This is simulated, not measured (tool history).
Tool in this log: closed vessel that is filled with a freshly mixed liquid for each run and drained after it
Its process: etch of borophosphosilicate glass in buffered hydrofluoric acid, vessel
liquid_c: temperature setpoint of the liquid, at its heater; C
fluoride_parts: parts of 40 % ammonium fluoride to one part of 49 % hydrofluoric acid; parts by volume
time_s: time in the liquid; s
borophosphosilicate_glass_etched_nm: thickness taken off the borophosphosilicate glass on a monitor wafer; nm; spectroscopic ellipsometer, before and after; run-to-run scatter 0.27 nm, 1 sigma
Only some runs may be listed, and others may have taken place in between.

run  hour  liquid_c  fluoride_parts  time_s  borophosphosilicate_glass_etched_nm
  1   0.0      23.0            15.0     105                               92.417
  2   5.4      23.0            15.0     110                               96.495
  3  11.3      23.0            13.0     110                              109.550
  4  16.6      22.5            13.5     110                              103.850
  5  22.3      22.5            13.5     105                               98.901
  6  25.1      22.0            14.0     105                               93.082
  7  29.7      21.5            14.5     105                               87.565
  8  35.3      21.0            15.0     105                               82.303
  9  36.6      20.5            15.5     105                               77.739
 10  39.6      20.0            16.0     105                               72.937

Forecast run 11:
 11  42.7      19.5            16.0     105                                    ?

borophosphosilicate_glass_etched_nm: 71.152 nm
